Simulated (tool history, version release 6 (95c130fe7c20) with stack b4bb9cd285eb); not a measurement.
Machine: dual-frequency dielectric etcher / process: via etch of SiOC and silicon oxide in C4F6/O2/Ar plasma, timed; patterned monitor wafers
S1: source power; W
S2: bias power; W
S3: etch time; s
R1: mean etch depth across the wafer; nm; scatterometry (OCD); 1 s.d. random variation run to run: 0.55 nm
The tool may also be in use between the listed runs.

run  hour   S1   S2     S3      R1
  1   0.0  440  162  106.5  115.91
  2   6.6  440  162  106.5  115.50
  3   9.2  420  161  106.5  113.97
  4  15.1  420  161  106.5  113.75
  5  16.2  420  161  106.5  114.16
  6  20.1  420  189  106.5  118.09
  7  27.3  390  186  106.5  115.29
  8  28.9  390  186  106.5  114.26
  9  31.6  370  184  106.5  113.32
 10  39.4  350  182  106.5  110.53
 11  40.2  340  181  106.5  110.48

The next listed run, before its measurement:
 12  41.4  330  179  106.5   ?

{"run 12": {"R1": 110.37}}
